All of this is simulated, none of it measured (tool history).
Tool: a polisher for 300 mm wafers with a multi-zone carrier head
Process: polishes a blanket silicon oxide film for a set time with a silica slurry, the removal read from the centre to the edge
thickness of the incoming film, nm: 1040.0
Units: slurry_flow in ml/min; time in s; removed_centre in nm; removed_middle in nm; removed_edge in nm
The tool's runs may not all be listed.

run,hour,slurry_flow,centre_zone,middle_zone,edge_zone,slurry_solids,time,removed_centre,removed_middle,removed_edge
1,0.0,240,1.00,1.00,1.00,1.00,52,138.40,137.79,136.78
2,4.5,295,1.00,1.00,1.00,1.00,52,141.17,145.13,140.71
3,12.7,295,1.02,1.00,1.01,1.05,52,150.34,148.26,145.24
4,19.7,295,1.02,1.00,1.01,1.15,52,156.51,157.35,153.54
# hour 22.9: worn pad replaced by a new one
5,22.9,295,1.02,1.00,1.01,1.15,60,196.20,190.93,188.12
6,28.8,270,1.02,1.00,1.01,1.15,60,191.60,189.51,184.08
7,31.8,275,1.03,1.00,1.01,1.15,60,193.00,191.42,186.37

Run 8 comes next. What will it give?
8,33.4,280,1.04,0.99,1.00,1.15,60,?,?,?

Run 8 gave removed_centre 197.09 nm, removed_middle 187.69 nm, removed_edge 187.22 nm.
